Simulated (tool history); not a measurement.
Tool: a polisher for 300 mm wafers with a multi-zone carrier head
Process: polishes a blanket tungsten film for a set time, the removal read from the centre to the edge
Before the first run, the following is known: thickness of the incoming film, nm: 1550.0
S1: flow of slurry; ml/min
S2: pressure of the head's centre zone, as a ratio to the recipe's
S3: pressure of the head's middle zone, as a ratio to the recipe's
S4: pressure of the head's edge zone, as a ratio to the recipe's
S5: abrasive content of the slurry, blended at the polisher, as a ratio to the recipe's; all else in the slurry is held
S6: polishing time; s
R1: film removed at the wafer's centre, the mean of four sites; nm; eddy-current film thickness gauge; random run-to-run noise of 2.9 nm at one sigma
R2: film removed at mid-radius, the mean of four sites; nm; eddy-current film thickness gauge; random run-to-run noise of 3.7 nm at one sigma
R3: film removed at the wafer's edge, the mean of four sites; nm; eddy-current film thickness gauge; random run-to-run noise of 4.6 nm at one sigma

run  hour   S1    S2    S3    S4    S5  S6      R1      R2      R3
  1   0.0  205  1.00  1.00  1.00  1.00  82  326.06  319.57  306.48
  2   3.9  205  0.97  1.00  1.00  1.00  82  317.04  325.92  310.09
  3  10.9  220  0.99  1.00  1.02  1.05  82  334.77  334.19  323.58
  4  18.7  220  0.99  0.94  1.02  1.05  82  328.12  311.85  318.37
  5  22.0  220  1.04  0.94  1.02  1.05  82  348.12  316.84  313.99
  6  26.3  230  1.04  0.95  1.03  1.05  82  352.13  322.78  317.54
  7  32.0  230  1.04  0.95  1.03  1.05  82  354.45  323.07  314.02
  8  40.8  230  1.04  0.95  1.03  1.05  82  345.88  314.25  316.55
  9  46.3  235  1.05  0.97  1.04  1.05  82  356.63  329.04  319.80

Predict the results of run 10:
     50.1  -- edge zone pressure recalibrated
 10  50.1  240  1.05  0.97  1.05  1.05  82   ?   ?   ?

Logged for run 10: R1 355.24 nm, R2 330.52 nm, R3 343.18 nm.
